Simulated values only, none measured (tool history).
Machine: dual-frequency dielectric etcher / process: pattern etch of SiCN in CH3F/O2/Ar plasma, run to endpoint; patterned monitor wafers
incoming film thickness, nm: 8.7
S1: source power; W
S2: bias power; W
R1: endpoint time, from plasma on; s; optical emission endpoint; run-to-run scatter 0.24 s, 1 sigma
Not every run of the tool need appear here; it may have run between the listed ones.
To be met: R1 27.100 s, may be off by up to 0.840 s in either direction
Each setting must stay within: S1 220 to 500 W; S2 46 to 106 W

Run 1, day 0.000: S1 360 W, S2 76 W. Result: R1 22.532 s.
Run 2, day 0.358: S1 330 W, S2 72 W. Result: R1 23.956 s.
Run 3, day 0.658: S1 310 W, S2 70 W. Result: R1 24.324 s.
Run 4, day 0.908: S1 370 W, S2 70 W. Result: R1 23.127 s.
Run 5, day 1.254: S1 370 W, S2 83 W. Result: R1 21.731 s.
Run 6, day 1.300: S1 400 W, S2 83 W. Result: R1 21.624 s.
Run 7, day 1.429: S1 370 W, S2 74 W. Result: R1 22.927 s.
Run 8, day 1.804: S1 350 W, S2 68 W. Result: R1 23.756 s.
Run 9, day 1.988: S1 330 W, S2 64 W. Result: R1 24.600 s.
Run 10, day 2.262: S1 310 W, S2 62 W. Result: R1 25.834 s.

Consider the 5 candidate settings below. Which is the only one whose results all fall within their allowed miss of target?
Run A, day 2.538: S1 310 W, S2 67 W. Result: R1 ?.
Run B, day 2.538: S1 340 W, S2 48 W. Result: R1 ?.
Run C, day 2.538: S1 320 W, S2 63 W. Result: R1 ?.
Run D, day 2.538: S1 400 W, S2 58 W. Result: R1 ?.
Run E, day 2.538: S1 360 W, S2 70 W. Result: R1 ?.

move      R1
   A  24.848
   B  27.283
   C  25.199
   D  24.388
   E  23.477
A: further off than the last run
B: all results land within tolerance of their targets
C: further off than the last run
D: further off than the last run
E: further off than the last run
The move that meets every target is B.
